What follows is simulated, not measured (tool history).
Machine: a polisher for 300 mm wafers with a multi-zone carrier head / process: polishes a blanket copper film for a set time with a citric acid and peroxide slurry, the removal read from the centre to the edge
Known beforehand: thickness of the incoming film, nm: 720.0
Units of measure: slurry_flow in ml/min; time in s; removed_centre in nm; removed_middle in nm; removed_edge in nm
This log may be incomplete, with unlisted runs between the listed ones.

run	hour	slurry_flow	centre_zone	middle_zone	edge_zone	slurry_solids	time	removed_centre	removed_middle	removed_edge
1	0.0	140	1.00	1.00	1.00	1.00	75	296.79	298.80	304.55
2	1.8	140	1.00	1.00	1.04	1.00	75	296.42	299.12	314.06
3	4.8	140	1.00	1.00	1.04	0.80	75	275.15	287.87	295.20
4	10.6	135	1.00	0.96	0.99	0.70	68	241.37	245.38	254.13
5	18.9	135	1.00	0.96	0.99	0.80	68	251.16	249.89	259.58
6	26.4	135	1.00	0.96	0.92	0.80	68	247.11	251.38	251.59
7	28.6	135	1.00	0.96	0.92	0.80	68	250.81	251.69	256.13
8	31.9	130	1.00	0.95	0.91	0.70	62	220.45	218.81	224.43
9	36.0	130	1.00	0.95	0.91	0.70	62	217.55	216.36	228.30
10	39.4	135	1.01	0.96	0.88	0.65	57	201.34	201.36	199.24
11	44.2	130	1.01	0.95	0.87	0.60	56	193.62	190.84	193.30

Run 12 has not been measured yet. What should we expect?
12	52.1	125	1.01	0.95	0.86	0.55	56	?	?	?

Run 12 gave removed_centre 188.57 nm, removed_middle 183.94 nm, removed_edge 183.80 nm.

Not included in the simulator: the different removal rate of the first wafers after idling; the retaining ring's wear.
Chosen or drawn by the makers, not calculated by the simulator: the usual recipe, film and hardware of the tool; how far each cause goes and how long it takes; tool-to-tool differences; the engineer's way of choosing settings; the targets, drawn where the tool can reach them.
